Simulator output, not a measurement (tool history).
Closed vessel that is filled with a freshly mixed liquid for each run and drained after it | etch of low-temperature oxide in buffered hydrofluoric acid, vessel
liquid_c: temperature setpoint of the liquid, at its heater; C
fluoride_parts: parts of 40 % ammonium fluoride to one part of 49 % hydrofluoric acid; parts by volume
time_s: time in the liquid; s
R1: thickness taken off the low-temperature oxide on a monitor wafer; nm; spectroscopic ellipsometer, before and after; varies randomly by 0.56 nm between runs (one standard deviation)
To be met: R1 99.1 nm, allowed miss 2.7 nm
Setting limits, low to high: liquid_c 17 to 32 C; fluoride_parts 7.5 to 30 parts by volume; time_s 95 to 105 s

Run 1, hour 0: liquid_c 25 C, fluoride_parts 20.5 parts by volume, time_s 95 s. Result: R1 147.28 nm.
Run 2, hour 7.7: liquid_c 24.5 C, fluoride_parts 20.5 parts by volume, time_s 95 s. Result: R1 142.84 nm.
Run 3, hour 12.8: liquid_c 22 C, fluoride_parts 20.5 parts by volume, time_s 95 s. Result: R1 124.55 nm.
Run 4, hour 19.6: liquid_c 22 C, fluoride_parts 16 parts by volume, time_s 95 s. Result: R1 158.53 nm.
Run 5, hour 27.6: liquid_c 21.5 C, fluoride_parts 16.5 parts by volume, time_s 95 s. Result: R1 147.71 nm.
Run 6, hour 32.1: liquid_c 21 C, fluoride_parts 17 parts by volume, time_s 95 s. Result: R1 141.19 nm.
Run 7, hour 36: liquid_c 20.5 C, fluoride_parts 17.5 parts by volume, time_s 95 s. Result: R1 133.66 nm.
Run 8, hour 36.9: liquid_c 20.5 C, fluoride_parts 17.5 parts by volume, time_s 95 s. Result: R1 131.77 nm.
Run 9, hour 41.6: liquid_c 17 C, fluoride_parts 20.5 parts by volume, time_s 95 s. Result: R1 93.815 nm.

Which single option among these 4 for the next run brings every result within its allowed miss of target? Just one does.
Run A, hour 46.3: liquid_c 19 C, fluoride_parts 24 parts by volume, time_s 100 s. Result: R1 ?.
Run B, hour 46.3: liquid_c 17 C, fluoride_parts 18 parts by volume, time_s 95 s. Result: R1 ?.
Run C, hour 46.3: liquid_c 17 C, fluoride_parts 21 parts by volume, time_s 95 s. Result: R1 ?.
Run D, hour 46.3: liquid_c 17 C, fluoride_parts 19 parts by volume, time_s 100 s. Result: R1 ?.

move      R1
   A  98.757
   B  105.39
   C  91.817
   D  105.16
A: each result inside its tolerance
B: takes the biggest miss from the last run beyond its target
C: further off than the last run
D: takes the biggest miss from the last run beyond its target
A meets every target.

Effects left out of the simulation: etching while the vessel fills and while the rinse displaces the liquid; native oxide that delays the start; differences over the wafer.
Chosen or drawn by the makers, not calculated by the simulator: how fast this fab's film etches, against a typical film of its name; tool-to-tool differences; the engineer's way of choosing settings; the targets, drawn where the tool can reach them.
